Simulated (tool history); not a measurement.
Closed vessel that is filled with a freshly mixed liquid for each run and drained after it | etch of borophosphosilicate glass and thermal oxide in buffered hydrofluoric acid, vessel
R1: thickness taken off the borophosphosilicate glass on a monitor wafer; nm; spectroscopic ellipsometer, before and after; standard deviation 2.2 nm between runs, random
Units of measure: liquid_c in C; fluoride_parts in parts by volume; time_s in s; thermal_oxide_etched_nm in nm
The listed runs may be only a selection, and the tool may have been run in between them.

Run 1, hour 0: liquid_c 21 C, fluoride_parts 12 parts by volume, time_s 60 s. Result: R1 82.398 nm, thermal_oxide_etched_nm 48.474 nm.
Run 2, hour 7.1: liquid_c 23 C, fluoride_parts 10 parts by volume, time_s 60 s. Result: R1 109.37 nm, thermal_oxide_etched_nm 66.139 nm.
Run 3, hour 13.7: liquid_c 24 C, fluoride_parts 8.5 parts by volume, time_s 60 s. Result: R1 134.13 nm, thermal_oxide_etched_nm 77.948 nm.
Run 4, hour 21.2: liquid_c 24 C, fluoride_parts 8.5 parts by volume, time_s 35 s. Result: R1 76.363 nm, thermal_oxide_etched_nm 44.96 nm.
Run 5, hour 27.5: liquid_c 21.5 C, fluoride_parts 8.5 parts by volume, time_s 35 s. Result: R1 67.441 nm, thermal_oxide_etched_nm 38.893 nm.
Run 6, hour 30.9: liquid_c 21.5 C, fluoride_parts 11.5 parts by volume, time_s 35 s. Result: R1 50.92 nm, thermal_oxide_etched_nm 31.012 nm.
Run 7, hour 32.2: liquid_c 25.5 C, fluoride_parts 7.5 parts by volume, time_s 65 s. Result: R1 180.34 nm, thermal_oxide_etched_nm 104.61 nm.

Run 8 has not been measured yet. What should we expect?
Run 8, hour 40.4: liquid_c 26.5 C, fluoride_parts 7.5 parts by volume, time_s 65 s. Result: R1 ?, thermal_oxide_etched_nm ?.

{"run 8": {"R1": 189.14, "thermal_oxide_etched_nm": 110.84}}

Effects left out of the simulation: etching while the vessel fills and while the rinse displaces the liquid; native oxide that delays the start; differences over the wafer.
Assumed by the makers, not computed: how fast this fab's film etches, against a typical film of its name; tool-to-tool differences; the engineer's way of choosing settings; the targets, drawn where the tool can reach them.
